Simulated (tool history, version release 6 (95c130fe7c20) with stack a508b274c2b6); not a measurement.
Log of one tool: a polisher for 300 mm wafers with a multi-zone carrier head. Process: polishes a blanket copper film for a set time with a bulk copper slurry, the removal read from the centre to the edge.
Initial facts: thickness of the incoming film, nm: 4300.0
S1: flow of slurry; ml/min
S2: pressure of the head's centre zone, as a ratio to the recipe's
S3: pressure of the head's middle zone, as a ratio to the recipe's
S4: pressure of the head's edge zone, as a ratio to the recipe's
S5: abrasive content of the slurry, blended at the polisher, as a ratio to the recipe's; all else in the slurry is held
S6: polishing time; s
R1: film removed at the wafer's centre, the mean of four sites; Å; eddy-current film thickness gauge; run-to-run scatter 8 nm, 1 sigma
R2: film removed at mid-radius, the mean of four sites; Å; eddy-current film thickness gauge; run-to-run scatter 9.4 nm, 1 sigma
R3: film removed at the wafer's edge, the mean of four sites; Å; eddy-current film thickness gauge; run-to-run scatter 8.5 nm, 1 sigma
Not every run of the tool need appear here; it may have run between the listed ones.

run  hour   S1    S2    S3    S4    S5   S6      R1      R2      R3
  1     0  285     1     1     1     1   84  6949.7  7179.2  6766.4
  2   7.2  285  0.97     1     1     1   84  6721.8  7182.1  6920.1
  3  11.9  285  0.95  1.01  0.99  0.95   84  6695.8  7165.7  6881.8
  4  12.5  285  0.95  1.01  1.07  0.95   84  6525.9  7269.4  6931.8
  5    15  285  0.94  1.01  1.07   0.9   83    6560    7096  6928.1
  6  20.2  285  0.94  1.01  1.07   0.9  103  7982.3  8563.8  8413.9
  7  26.7  285  0.92  1.02  1.07  0.85   99  7330.7  8292.6  8051.6
  8  34.8  285  0.91  1.03  1.07   0.8   96  7072.5  7877.1  7763.7
  9  38.1  285   0.9  1.05  1.07  0.75   94  6948.6  7644.5  7590.8
 10  46.1  285   0.9  1.05  1.07  0.75   94    6642  7870.2  7374.9

For run 11, what comes out?
 11  50.6  285  0.89  1.05  1.07  0.7  93   ?   ?   ?

R1: 6533.1 Å
R2: 7576.8 Å
R3: 7184.8 Å

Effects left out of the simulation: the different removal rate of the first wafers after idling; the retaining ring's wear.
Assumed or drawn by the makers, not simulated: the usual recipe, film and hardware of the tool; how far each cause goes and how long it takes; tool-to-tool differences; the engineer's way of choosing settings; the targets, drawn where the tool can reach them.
